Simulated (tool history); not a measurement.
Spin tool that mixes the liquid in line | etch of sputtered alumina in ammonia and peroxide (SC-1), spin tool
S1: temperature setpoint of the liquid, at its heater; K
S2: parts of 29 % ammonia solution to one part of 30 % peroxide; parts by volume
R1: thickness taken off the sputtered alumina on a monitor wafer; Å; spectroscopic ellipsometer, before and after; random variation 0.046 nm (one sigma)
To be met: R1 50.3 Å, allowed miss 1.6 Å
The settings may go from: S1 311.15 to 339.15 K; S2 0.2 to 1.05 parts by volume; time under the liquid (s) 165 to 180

Run 1, hour 0: S1 323.15 K, S2 0.55 parts by volume, time under the liquid (s) 165. Result: R1 89.917 Å.
Run 2, hour 1.1: S1 323.15 K, S2 0.55 parts by volume, time under the liquid (s) 180. Result: R1 98.298 Å.
Run 3, hour 8.8: S1 320.65 K, S2 0.55 parts by volume, time under the liquid (s) 180. Result: R1 85.572 Å.
Run 4, hour 17.7: S1 320.65 K, S2 0.55 parts by volume, time under the liquid (s) 165. Result: R1 79.653 Å.
Run 5, hour 25.6: S1 320.65 K, S2 0.7 parts by volume, time under the liquid (s) 165. Result: R1 79.898 Å.
Run 6, hour 26.3: S1 320.65 K, S2 0.55 parts by volume, time under the liquid (s) 165. Result: R1 79.941 Å.
Run 7, hour 27.5: S1 318.65 K, S2 0.55 parts by volume, time under the liquid (s) 165. Result: R1 69.701 Å.
Run 8, hour 30.5: S1 317.65 K, S2 0.55 parts by volume, time under the liquid (s) 165. Result: R1 66.643 Å.
Run 9, hour 31.8: S1 311.15 K, S2 0.55 parts by volume, time under the liquid (s) 165. Result: R1 45.41 Å.

5 next moves are on the table. One of them brings every result within its allowed miss. Which?
Run A, hour 33.1: S1 313.65 K, S2 0.5 parts by volume, time under the liquid (s) 175. Result: R1 ?.
Run B, hour 33.1: S1 312.15 K, S2 0.85 parts by volume, time under the liquid (s) 165. Result: R1 ?.
Run C, hour 33.1: S1 311.15 K, S2 0.5 parts by volume, time under the liquid (s) 165. Result: R1 ?.
Run D, hour 33.1: S1 311.15 K, S2 0.55 parts by volume, time under the liquid (s) 170. Result: R1 ?.
Run E, hour 33.1: S1 311.65 K, S2 0.25 parts by volume, time under the liquid (s) 165. Result: R1 ?.

move      R1
   A  55.454
   B  50.339
   C  45.076
   D  46.867
   E  43.459
A: takes the result that was furthest off past its target
B: meets every target
C: further off than the last run
D: nearer than the last run, and not there yet
E: further off than the last run
Answer: B

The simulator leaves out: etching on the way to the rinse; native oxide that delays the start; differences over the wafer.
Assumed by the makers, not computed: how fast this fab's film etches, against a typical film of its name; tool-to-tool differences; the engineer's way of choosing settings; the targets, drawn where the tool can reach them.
